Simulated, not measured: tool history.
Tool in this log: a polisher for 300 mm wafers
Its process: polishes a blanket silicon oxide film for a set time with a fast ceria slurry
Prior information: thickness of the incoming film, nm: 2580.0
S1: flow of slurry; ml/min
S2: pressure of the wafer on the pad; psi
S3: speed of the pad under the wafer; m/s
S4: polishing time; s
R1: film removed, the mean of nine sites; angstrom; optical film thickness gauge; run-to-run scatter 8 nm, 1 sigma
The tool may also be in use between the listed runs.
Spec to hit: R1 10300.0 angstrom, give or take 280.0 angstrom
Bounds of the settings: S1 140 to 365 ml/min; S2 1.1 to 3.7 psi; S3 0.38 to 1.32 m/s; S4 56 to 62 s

run	day	S1	S2	S3	S4	R1
1	0.000	235	2.4	0.84	62	7232.6
2	0.371	235	2.4	0.84	56	6530.0
3	0.396	185	2.4	0.84	56	6267.3
4	0.625	185	2.4	0.96	56	7021.4
5	0.796	225	2.4	0.96	56	7129.9
6	0.896	225	2.4	0.84	56	6622.3
7	0.967	245	3.0	0.86	56	7915.9
8	1.058	255	3.2	0.88	56	8615.0
9	1.179	265	3.3	0.88	56	8745.9
10	1.429	265	3.4	0.90	56	9122.6
11	1.638	265	3.5	0.92	56	9492.9
12	1.954	270	3.6	0.92	56	9800.7

Exercise: of the 5 proposed moves below, exactly one satisfies all targets within the stated allowed misses. Which move is it?
A	2.271	275	3.5	0.90	56	?
B	2.271	320	3.6	0.82	56	?
C	2.271	240	3.5	0.96	60	?
D	2.271	270	3.7	0.78	59	?
E	2.271	270	3.6	0.98	60	?

move	R1
A	9239.5
B	8928.4
C	10252.0
D	9110.5
E	10801.0
A: lands further from the targets than the last run did
B: lands further from the targets than the last run did
C: every result lands within tolerance
D: lands further from the targets than the last run did
E: takes the biggest miss from the last run beyond its target
C is the move that brings every result within its allowed miss.
